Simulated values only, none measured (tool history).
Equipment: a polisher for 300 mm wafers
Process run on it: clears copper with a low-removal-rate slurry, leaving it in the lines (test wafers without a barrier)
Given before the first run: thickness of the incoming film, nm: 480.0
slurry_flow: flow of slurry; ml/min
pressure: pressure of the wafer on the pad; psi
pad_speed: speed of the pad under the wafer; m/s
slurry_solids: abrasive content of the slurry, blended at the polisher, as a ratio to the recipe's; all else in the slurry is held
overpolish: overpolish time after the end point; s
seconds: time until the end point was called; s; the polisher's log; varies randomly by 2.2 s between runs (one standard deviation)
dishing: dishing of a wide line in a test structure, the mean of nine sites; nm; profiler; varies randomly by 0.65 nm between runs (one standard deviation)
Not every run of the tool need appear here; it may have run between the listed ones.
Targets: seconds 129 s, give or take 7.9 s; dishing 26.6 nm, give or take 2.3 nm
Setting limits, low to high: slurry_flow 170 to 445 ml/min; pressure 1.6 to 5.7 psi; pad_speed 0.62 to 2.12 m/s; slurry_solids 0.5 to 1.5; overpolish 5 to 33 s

run 1 day=0 | slurry_flow=285 pressure=3.6 pad_speed=1.36 slurry_solids=1 overpolish=17 | seconds=102.66 dishing=50.641
run 2 day=0.371 | slurry_flow=285 pressure=3.6 pad_speed=1.36 slurry_solids=1.15 overpolish=17 | seconds=103.46 dishing=52.469
run 3 day=0.525 | slurry_flow=285 pressure=3.6 pad_speed=1.36 slurry_solids=1.25 overpolish=17 | seconds=99.865 dishing=49.959
run 4 day=0.562 | slurry_flow=285 pressure=3.5 pad_speed=1.36 slurry_solids=1.25 overpolish=16 | seconds=103.55 dishing=50.021
run 5 day=0.717 | slurry_flow=240 pressure=3.5 pad_speed=1.36 slurry_solids=1.25 overpolish=16 | seconds=103.09 dishing=48.365
run 6 day=0.825 | slurry_flow=240 pressure=3.4 pad_speed=1.36 slurry_solids=1.25 overpolish=15 | seconds=105.07 dishing=46.959
run 7 day=0.858 | slurry_flow=245 pressure=3.3 pad_speed=1.34 slurry_solids=1.25 overpolish=14 | seconds=106.51 dishing=40.3
run 8 day=1.021 | slurry_flow=245 pressure=3.2 pad_speed=1.34 slurry_solids=1.25 overpolish=14 | seconds=112.66 dishing=40.068
run 9 day=1.225 | slurry_flow=245 pressure=3.1 pad_speed=1.34 slurry_solids=1.25 overpolish=13 | seconds=112.18 dishing=37.417
run 10 day=1.588 | slurry_flow=245 pressure=3.1 pad_speed=1.34 slurry_solids=1.25 overpolish=13 | seconds=111.9 dishing=36.716
run 11 day=1.762 | slurry_flow=245 pressure=3 pad_speed=1.34 slurry_solids=1.25 overpolish=13 | seconds=117.44 dishing=34.545

Which one of the following 4 next-run settings gets every result inside its allowed miss? There is exactly one.
run A day=1.938 | slurry_flow=270 pressure=3.7 pad_speed=1 slurry_solids=1.45 overpolish=10 | seconds=? dishing=?
run B day=1.938 | slurry_flow=325 pressure=3.3 pad_speed=1.44 slurry_solids=0.85 overpolish=10 | seconds=? dishing=?
run C day=1.938 | slurry_flow=305 pressure=3.2 pad_speed=1.42 slurry_solids=1.05 overpolish=10 | seconds=? dishing=?
run D day=1.938 | slurry_flow=175 pressure=2 pad_speed=1.32 slurry_solids=1.3 overpolish=12 | seconds=? dishing=?

move=A seconds=129.23 dishing=27.569
move=B seconds=109.13 dishing=31.89
move=C seconds=108.26 dishing=32.077
move=D seconds=157.07 dishing=26.726
A: meets every target
B: closes in on the targets versus the last run, not all within tolerance yet
C: closes in on the targets versus the last run, not all within tolerance yet
D: puts the biggest miss on target and leaves a different result outside tolerance
Move A is the one to make.
